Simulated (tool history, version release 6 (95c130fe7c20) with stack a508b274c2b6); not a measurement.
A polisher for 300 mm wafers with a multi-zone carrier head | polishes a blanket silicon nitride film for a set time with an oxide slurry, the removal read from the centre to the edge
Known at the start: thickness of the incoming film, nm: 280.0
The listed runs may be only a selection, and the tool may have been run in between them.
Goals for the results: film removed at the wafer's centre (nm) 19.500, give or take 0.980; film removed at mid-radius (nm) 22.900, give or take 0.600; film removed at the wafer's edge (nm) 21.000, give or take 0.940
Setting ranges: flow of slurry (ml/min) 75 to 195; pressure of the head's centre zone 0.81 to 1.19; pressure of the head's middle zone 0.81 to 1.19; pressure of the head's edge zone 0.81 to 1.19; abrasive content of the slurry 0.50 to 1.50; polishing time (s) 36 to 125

run	day	flow of slurry (ml/min)	pressure of the head's centre zone	pressure of the head's middle zone	pressure of the head's edge zone	abrasive content of the slurry	polishing time (s)	film removed at the wafer's centre (nm)	film removed at mid-radius (nm)	film removed at the wafer's edge (nm)
1	0.000	125	1.00	1.00	1.00	1.00	80	58.920	60.870	61.581
2	0.100	125	1.07	1.00	1.00	1.00	80	62.779	60.502	61.599
3	0.204	125	1.01	1.00	1.00	1.00	80	61.957	60.725	61.542
4	0.383	125	1.06	1.00	1.00	1.00	80	62.877	60.963	60.493
5	0.508	115	1.01	0.98	0.96	0.90	72	50.139	50.072	50.425
6	0.629	115	0.95	0.98	0.96	0.90	72	46.321	50.939	51.444
7	0.750	115	0.95	0.98	0.96	0.90	72	46.526	50.038	49.773
8	0.871	105	0.94	0.97	0.93	0.80	65	39.471	41.686	41.366
9	1.100	75	0.84	1.00	0.83	0.55	43	16.571	20.628	19.891
10	1.175	80	0.85	1.00	0.83	0.55	43	16.921	20.901	20.200
11	1.404	85	0.86	1.01	0.83	0.55	43	17.197	21.801	20.693
12	1.550	90	0.88	1.01	0.83	0.55	43	18.346	21.989	20.493

Of the 4 settings listed for the next run, only one would bring every result within its allowed miss of target. Which one?
A	1.696	95	0.92	1.04	0.85	0.75	36	?	?	?
B	1.696	75	0.83	0.96	0.93	0.55	45	?	?	?
C	1.696	150	0.83	0.91	0.97	0.50	41	?	?	?
D	1.696	110	0.81	1.16	0.81	0.50	39	?	?	?

move	film removed at the wafer's centre (nm)	film removed at mid-radius (nm)	film removed at the wafer's edge (nm)
A	19.553	22.966	21.088
B	16.891	20.866	21.942
C	18.104	20.785	21.912
D	15.549	22.658	18.281
A: all results in spec
B: its largest miss is bigger than the last run's
C: its largest miss is bigger than the last run's
D: the worst result of the last run now meets its target, but another is out of spec
The right move is A.
